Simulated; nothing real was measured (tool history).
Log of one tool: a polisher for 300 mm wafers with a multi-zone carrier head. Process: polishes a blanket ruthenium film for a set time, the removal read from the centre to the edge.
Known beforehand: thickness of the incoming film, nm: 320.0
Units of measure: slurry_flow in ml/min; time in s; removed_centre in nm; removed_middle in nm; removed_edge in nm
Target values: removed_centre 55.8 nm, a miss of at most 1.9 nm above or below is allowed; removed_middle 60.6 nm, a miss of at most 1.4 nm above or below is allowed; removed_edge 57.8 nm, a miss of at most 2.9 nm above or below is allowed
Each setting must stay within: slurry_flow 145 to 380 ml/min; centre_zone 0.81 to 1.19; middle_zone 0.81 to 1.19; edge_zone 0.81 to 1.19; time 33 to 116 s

run	hour	slurry_flow	centre_zone	middle_zone	edge_zone	time	removed_centre	removed_middle	removed_edge
1	0	245	1	1	1	74	54.004	53.503	55.502
2	1.4	245	1	1	1	83	61.131	59.864	61.447
3	2.8	240	0.99	1.01	0.98	83	58.819	60.189	58.893
4	10.6	235	0.98	1.01	0.98	83	59.483	60.328	60.202
5	12.8	235	0.98	1.08	0.98	83	59.772	63.631	59.626
6	19.4	225	0.97	1.07	0.98	83	57.763	63.602	60.336
7	21.3	220	0.97	1.06	0.97	83	58.549	62.283	60.28
8	22.3	220	0.96	1.06	0.96	83	57.861	62.04	59.366

Which of these 5 next moves meets every target?
A	23.3	220	0.93	1.16	0.98	80	?	?	?
B	23.3	210	0.98	1.08	0.96	80	?	?	?
C	23.3	240	0.9	1.11	0.97	80	?	?	?
D	23.3	235	1.03	1.13	0.87	81	?	?	?
E	23.3	260	0.95	1.13	0.91	81	?	?	?

move	removed_centre	removed_middle	removed_edge
A	53.446	63.721	57.612
B	55.87	59.531	56.81
C	52.397	62.142	57.897
D	60.597	63.665	55.605
E	56.67	64.525	57.318
A: the result that was furthest off in the last run now lies on the other side of its target
B: all results land within tolerance of their targets
C: the result that was furthest off in the last run now lies on the other side of its target
D: further off than the last run
E: gets the furthest-off result to its target, but another result is out of tolerance
Answer: B
